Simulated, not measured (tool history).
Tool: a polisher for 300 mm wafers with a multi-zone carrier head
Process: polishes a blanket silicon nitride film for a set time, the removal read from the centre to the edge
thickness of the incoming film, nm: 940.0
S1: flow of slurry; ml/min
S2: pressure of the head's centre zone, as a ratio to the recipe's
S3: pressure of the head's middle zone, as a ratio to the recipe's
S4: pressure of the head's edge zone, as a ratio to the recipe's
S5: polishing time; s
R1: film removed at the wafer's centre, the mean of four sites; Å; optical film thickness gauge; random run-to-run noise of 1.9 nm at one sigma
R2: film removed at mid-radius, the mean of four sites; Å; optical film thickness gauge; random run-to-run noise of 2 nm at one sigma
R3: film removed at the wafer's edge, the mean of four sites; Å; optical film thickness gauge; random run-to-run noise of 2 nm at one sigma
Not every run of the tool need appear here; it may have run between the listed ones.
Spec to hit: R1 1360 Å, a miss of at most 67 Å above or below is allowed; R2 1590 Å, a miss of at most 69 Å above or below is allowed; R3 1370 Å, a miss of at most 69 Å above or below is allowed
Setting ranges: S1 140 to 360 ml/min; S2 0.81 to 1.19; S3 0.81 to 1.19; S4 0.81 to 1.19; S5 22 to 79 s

{"run": 1, "hour": 0.0, "S1": 230, "S2": 1, "S3": 1, "S4": 1, "S5": 50, "R1": 915.24, "R2": 974.13, "R3": 964.58}
{"run": 2, "hour": 8.4, "S1": 230, "S2": 1, "S3": 1, "S4": 0.95, "S5": 50, "R1": 899.43, "R2": 974.28, "R3": 925.61}
{"run": 3, "hour": 9.8, "S1": 230, "S2": 1, "S3": 0.95, "S4": 0.95, "S5": 50, "R1": 900.33, "R2": 930.89, "R3": 943.69}
{"run": 4, "hour": 11.9, "S1": 235, "S2": 1, "S3": 0.98, "S4": 0.96, "S5": 53, "R1": 969.22, "R2": 1014.7, "R3": 993.22}
{"run": 5, "hour": 19.5, "S1": 235, "S2": 1, "S3": 1, "S4": 0.97, "S5": 55, "R1": 999.37, "R2": 1072.5, "R3": 1048.7}
{"run": 6, "hour": 26.2, "S1": 235, "S2": 1, "S3": 1, "S4": 1.03, "S5": 55, "R1": 984.02, "R2": 1065.3, "R3": 1087.1}
{"run": 7, "hour": 33.8, "S1": 240, "S2": 1.01, "S3": 1.02, "S4": 1.03, "S5": 57, "R1": 1056.3, "R2": 1122, "R3": 1110.3}
{"run": 8, "hour": 36.4, "S1": 240, "S2": 1.01, "S3": 1.04, "S4": 1.03, "S5": 59, "R1": 1097, "R2": 1180.8, "R3": 1162.2}
{"run": 9, "hour": 37.6, "S1": 240, "S2": 1.01, "S3": 1.06, "S4": 1.03, "S5": 61, "R1": 1125.7, "R2": 1274.6, "R3": 1215.7}
{"run": 10, "hour": 44.8, "S1": 240, "S2": 1.02, "S3": 1.07, "S4": 1.03, "S5": 62, "R1": 1162.2, "R2": 1260.3, "R3": 1213.6}
{"run": 11, "hour": 49.0, "S1": 245, "S2": 1.02, "S3": 1.09, "S4": 1.03, "S5": 63, "R1": 1183.4, "R2": 1323, "R3": 1234.5}
{"run": 12, "hour": 50.1, "S1": 245, "S2": 1.02, "S3": 1.1, "S4": 1.03, "S5": 64, "R1": 1187, "R2": 1338.1, "R3": 1244.2}
{"run": 13, "hour": 54.7, "S1": 245, "S2": 1.02, "S3": 1.11, "S4": 1.03, "S5": 65, "R1": 1212.6, "R2": 1408.2, "R3": 1249.8}
{"run": 14, "hour": 55.4, "S1": 245, "S2": 1.02, "S3": 1.12, "S4": 1.03, "S5": 66, "R1": 1239.3, "R2": 1441.3, "R3": 1265.6}

Exercise: of the 4 proposed moves below, exactly one satisfies all targets within the stated allowed misses. Which move is it?
{"run": "A", "hour": 56.1, "S1": 215, "S2": 0.99, "S3": 1.19, "S4": 1.08, "S5": 70, "R1": "?", "R2": "?", "R3": "?"}
{"run": "B", "hour": 56.1, "S1": 275, "S2": 1.08, "S3": 0.98, "S4": 1.09, "S5": 59, "R1": "?", "R2": "?", "R3": "?"}
{"run": "C", "hour": 56.1, "S1": 250, "S2": 1.12, "S3": 1.11, "S4": 1.01, "S5": 67, "R1": "?", "R2": "?", "R3": "?"}
{"run": "D", "hour": 56.1, "S1": 195, "S2": 1.02, "S3": 1.14, "S4": 0.96, "S5": 75, "R1": "?", "R2": "?", "R3": "?"}

move=A R1=1236 R2=1601.7 R3=1378.4
move=B R1=1177.4 R2=1180.5 R3=1199.2
move=C R1=1371.1 R2=1473.2 R3=1297.9
move=D R1=1340.9 R2=1628.2 R3=1379.3
A: corrects the largest miss of the last run, while another result sits out of spec
B: its largest miss is bigger than the last run's
C: better than the last run, though not everything is in spec
D: every result within its allowed miss
So the answer is move D, the one that meets all the targets.

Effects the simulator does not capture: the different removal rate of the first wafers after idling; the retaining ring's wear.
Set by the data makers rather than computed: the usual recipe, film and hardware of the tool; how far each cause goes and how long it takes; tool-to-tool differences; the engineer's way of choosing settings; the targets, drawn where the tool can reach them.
